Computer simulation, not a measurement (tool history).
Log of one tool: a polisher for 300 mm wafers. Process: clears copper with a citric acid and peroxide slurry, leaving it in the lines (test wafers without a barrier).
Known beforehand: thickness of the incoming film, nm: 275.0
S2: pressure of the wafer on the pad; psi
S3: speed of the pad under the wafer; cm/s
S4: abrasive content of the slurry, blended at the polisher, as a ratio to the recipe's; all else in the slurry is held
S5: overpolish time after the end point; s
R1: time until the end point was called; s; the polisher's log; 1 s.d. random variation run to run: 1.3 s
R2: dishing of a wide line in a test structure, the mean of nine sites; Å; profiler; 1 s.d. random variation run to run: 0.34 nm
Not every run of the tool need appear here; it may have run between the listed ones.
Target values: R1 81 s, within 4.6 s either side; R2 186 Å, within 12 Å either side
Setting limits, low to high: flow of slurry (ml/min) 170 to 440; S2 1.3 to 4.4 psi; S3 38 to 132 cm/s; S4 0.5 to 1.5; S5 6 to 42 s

{"run": 1, "hour": 0.0, "flow of slurry (ml/min)": 280, "S2": 2.8, "S3": 84, "S4": 1, "S5": 21, "R1": 158.33, "R2": 196.42}
{"run": 2, "hour": 6.9, "flow of slurry (ml/min)": 280, "S2": 3.2, "S3": 88, "S4": 1, "S5": 17, "R1": 131.93, "R2": 189.19}
{"run": 3, "hour": 7.7, "flow of slurry (ml/min)": 280, "S2": 3.2, "S3": 88, "S4": 0.85, "S5": 17, "R1": 140.56, "R2": 183.6}
{"run": 4, "hour": 8.7, "flow of slurry (ml/min)": 280, "S2": 2.8, "S3": 88, "S4": 0.85, "S5": 17, "R1": 157.63, "R2": 168.21}
{"hour": 16.0, "done": "slurry blender recalibrated"}
{"run": 5, "hour": 16.0, "flow of slurry (ml/min)": 280, "S2": 3.2, "S3": 92, "S4": 0.85, "S5": 15, "R1": 121.14, "R2": 187.65}
{"run": 6, "hour": 17.9, "flow of slurry (ml/min)": 280, "S2": 3.2, "S3": 92, "S4": 0.85, "S5": 8, "R1": 119.08, "R2": 119.25}
{"run": 7, "hour": 25.7, "flow of slurry (ml/min)": 280, "S2": 3.5, "S3": 92, "S4": 0.85, "S5": 9, "R1": 107.72, "R2": 140.96}
{"run": 8, "hour": 28.9, "flow of slurry (ml/min)": 280, "S2": 4.3, "S3": 94, "S4": 0.85, "S5": 8, "R1": 84.092, "R2": 150.16}
{"run": 9, "hour": 33.9, "flow of slurry (ml/min)": 280, "S2": 4.3, "S3": 94, "S4": 0.85, "S5": 9, "R1": 87.254, "R2": 168.49}

Exactly one of the 4 candidate moves below puts every result within its allowed miss. Which one?
{"run": "A", "hour": 38.9, "flow of slurry (ml/min)": 255, "S2": 4.4, "S3": 104, "S4": 0.7, "S5": 8, "R1": "?", "R2": "?"}
{"run": "B", "hour": 38.9, "flow of slurry (ml/min)": 260, "S2": 3.5, "S3": 120, "S4": 1, "S5": 10, "R1": "?", "R2": "?"}
{"run": "C", "hour": 38.9, "flow of slurry (ml/min)": 225, "S2": 4.1, "S3": 104, "S4": 0.65, "S5": 11, "R1": "?", "R2": "?"}
{"run": "D", "hour": 38.9, "flow of slurry (ml/min)": 330, "S2": 4.4, "S3": 118, "S4": 0.7, "S5": 9, "R1": "?", "R2": "?"}

move=A R1=81.15 R2=158.74
move=B R1=80.066 R2=185.35
move=C R1=89.799 R2=183.83
move=D R1=70.214 R2=189.46
A: misses by more than the last run did
B: every result lands within tolerance
C: brings the last run's worst result on target, with another outside its allowed miss
D: brings the last run's worst result on target, with another outside its allowed miss
Answer: B

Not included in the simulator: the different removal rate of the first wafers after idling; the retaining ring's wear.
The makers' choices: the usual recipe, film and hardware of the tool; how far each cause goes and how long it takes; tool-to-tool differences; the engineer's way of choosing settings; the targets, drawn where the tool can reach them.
